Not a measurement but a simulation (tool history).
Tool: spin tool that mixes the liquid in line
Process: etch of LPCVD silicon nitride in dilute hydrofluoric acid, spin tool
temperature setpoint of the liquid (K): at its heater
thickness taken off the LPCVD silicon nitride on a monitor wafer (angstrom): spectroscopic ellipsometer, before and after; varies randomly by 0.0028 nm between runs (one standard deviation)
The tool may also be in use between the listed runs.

run,day,temperature setpoint of the liquid (K),parts of water to one part of 49 % hydrofluoric acid (parts by volume),time under the liquid (s),thickness taken off the LPCVD silicon nitride on a monitor wafer (angstrom)
1,0,295.15,165,35,1.1556
2,0.358,295.15,220,35,0.83356
3,0.479,296.65,220,35,1.01
4,0.533,296.15,225,35,0.96861
5,0.567,296.15,185,35,1.0257
# day 0.7: hydrofluoric acid flow meter replaced
6,0.7,294.15,185,35,0.82816
7,0.804,293.65,185,35,0.92255
8,1.15,293.15,240,15,0.25412
9,1.4,293.65,240,15,0.30298
10,1.612,293.65,240,15,0.28863
11,1.671,297.65,175,35,1.2187
12,1.779,296.65,180,35,1.0727
13,2.062,296.15,185,35,0.98088
14,2.292,295.65,190,35,0.91426
15,2.458,295.15,190,35,0.89481
16,2.542,294.65,190,35,0.82334

Run 17 is up next; what results do you expect?
17,2.858,294.15,190,35,?

thickness taken off the LPCVD silicon nitride on a monitor wafer (angstrom): 0.82016
